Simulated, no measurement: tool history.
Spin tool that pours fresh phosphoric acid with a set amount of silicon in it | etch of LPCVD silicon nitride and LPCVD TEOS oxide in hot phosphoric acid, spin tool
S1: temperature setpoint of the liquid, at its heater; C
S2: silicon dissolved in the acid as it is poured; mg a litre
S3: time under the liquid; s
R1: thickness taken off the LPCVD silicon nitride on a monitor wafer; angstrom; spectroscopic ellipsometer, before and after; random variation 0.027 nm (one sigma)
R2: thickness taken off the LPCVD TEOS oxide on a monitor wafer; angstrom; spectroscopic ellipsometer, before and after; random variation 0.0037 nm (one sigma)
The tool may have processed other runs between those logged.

Run 1, day 0.000: S1 161.0 C, S2 8.5 mg a litre, S3 180 s. Result: R1 168.550 angstrom, R2 7.71230 angstrom.
Run 2, day 0.275: S1 161.0 C, S2 8.5 mg a litre, S3 105 s. Result: R1 98.798 angstrom, R2 4.41010 angstrom.
Run 3, day 0.446: S1 161.0 C, S2 8.5 mg a litre, S3 150 s. Result: R1 142.080 angstrom, R2 6.35360 angstrom.
Run 4, day 0.479: S1 161.0 C, S2 8.5 mg a litre, S3 85 s. Result: R1 78.962 angstrom, R2 3.61400 angstrom.
Run 5, day 0.817: S1 160.5 C, S2 9.5 mg a litre, S3 75 s. Result: R1 68.813 angstrom, R2 2.85020 angstrom.
Run 6, day 0.912: S1 160.0 C, S2 9.5 mg a litre, S3 65 s. Result: R1 59.198 angstrom, R2 2.54080 angstrom.
Run 7, day 1.212: S1 159.5 C, S2 9.0 mg a litre, S3 60 s. Result: R1 53.964 angstrom, R2 2.28940 angstrom.
Run 8, day 1.292: S1 157.0 C, S2 3.5 mg a litre, S3 15 s. Result: R1 12.319 angstrom, R2 0.51397 angstrom.
Run 9, day 1.408: S1 157.5 C, S2 4.0 mg a litre, S3 15 s. Result: R1 12.424 angstrom, R2 0.54568 angstrom.
Run 10, day 1.508: S1 158.0 C, S2 4.5 mg a litre, S3 15 s. Result: R1 12.697 angstrom, R2 0.57114 angstrom.
Run 11, day 1.692: S1 158.5 C, S2 5.0 mg a litre, S3 15 s. Result: R1 12.984 angstrom, R2 0.54979 angstrom.
Run 12, day 1.804: S1 159.0 C, S2 6.0 mg a litre, S3 15 s. Result: R1 13.013 angstrom, R2 0.56454 angstrom.
Run 13, day 2.088: S1 159.5 C, S2 9.0 mg a litre, S3 105 s. Result: R1 94.560 angstrom, R2 4.19350 angstrom.
Run 14, day 2.425: S1 159.5 C, S2 8.0 mg a litre, S3 105 s. Result: R1 93.452 angstrom, R2 4.09820 angstrom.
Run 15, day 2.625: S1 157.0 C, S2 2.5 mg a litre, S3 15 s. Result: R1 12.336 angstrom, R2 0.53418 angstrom.

Run 16 comes next. What will it give?
Run 16, day 2.988: S1 158.0 C, S2 4.5 mg a litre, S3 15 s. Result: R1 ?, R2 ?.

Run 16 measured R1 12.687 angstrom, R2 0.55962 angstrom.
